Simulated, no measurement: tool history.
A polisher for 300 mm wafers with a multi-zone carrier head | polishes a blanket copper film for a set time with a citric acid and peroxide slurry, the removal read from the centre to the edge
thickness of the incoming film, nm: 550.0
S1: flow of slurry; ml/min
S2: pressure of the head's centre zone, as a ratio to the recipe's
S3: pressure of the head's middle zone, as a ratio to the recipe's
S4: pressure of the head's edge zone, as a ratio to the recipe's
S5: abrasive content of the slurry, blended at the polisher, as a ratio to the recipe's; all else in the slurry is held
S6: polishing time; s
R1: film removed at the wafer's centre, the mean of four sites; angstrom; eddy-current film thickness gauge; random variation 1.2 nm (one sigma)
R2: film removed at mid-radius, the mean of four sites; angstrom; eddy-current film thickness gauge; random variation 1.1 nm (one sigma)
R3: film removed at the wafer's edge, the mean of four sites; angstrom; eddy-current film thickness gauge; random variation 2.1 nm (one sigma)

run,hour,S1,S2,S3,S4,S5,S6,R1,R2,R3
1,0.0,125,1.00,1.00,1.00,1.00,52,1248.6,1174.3,1146.5
2,3.9,125,1.00,1.00,1.00,1.20,52,1266.5,1225.5,1196.6
3,5.3,125,1.00,1.00,1.07,1.20,52,1275.4,1226.6,1221.4
4,9.0,155,1.00,1.00,1.07,1.20,52,1314.4,1278.1,1294.0
5,11.2,155,1.00,1.00,1.03,1.20,52,1335.4,1294.1,1274.6
6,18.7,155,1.00,1.00,1.11,1.20,52,1338.5,1271.7,1276.0
7,20.8,165,0.97,1.02,1.11,1.30,53,1385.8,1370.3,1366.5
8,23.6,170,0.93,1.04,1.12,1.35,54,1386.6,1420.2,1412.2
9,29.9,175,0.90,1.07,1.13,1.40,55,1386.2,1482.8,1480.2
10,36.3,180,0.89,1.10,1.13,1.45,55,1409.9,1524.8,1465.4
11,42.2,180,0.89,1.10,1.13,1.45,55,1405.2,1527.2,1485.0
12,43.9,180,0.87,1.12,1.14,1.45,55,1352.8,1564.2,1453.5
13,47.0,180,0.86,1.12,1.15,1.45,56,1392.6,1598.8,1505.5
14,53.7,180,0.85,1.12,1.16,1.45,56,1360.0,1598.1,1501.1
15,56.6,185,0.84,1.12,1.17,1.45,56,1355.1,1575.3,1531.5

Run 16 comes next. What will it give?
16,57.6,185,0.84,1.13,1.17,1.45,56,?,?,?

R1: 1350.2 angstrom
R2: 1623.1 angstrom
R3: 1544.5 angstrom
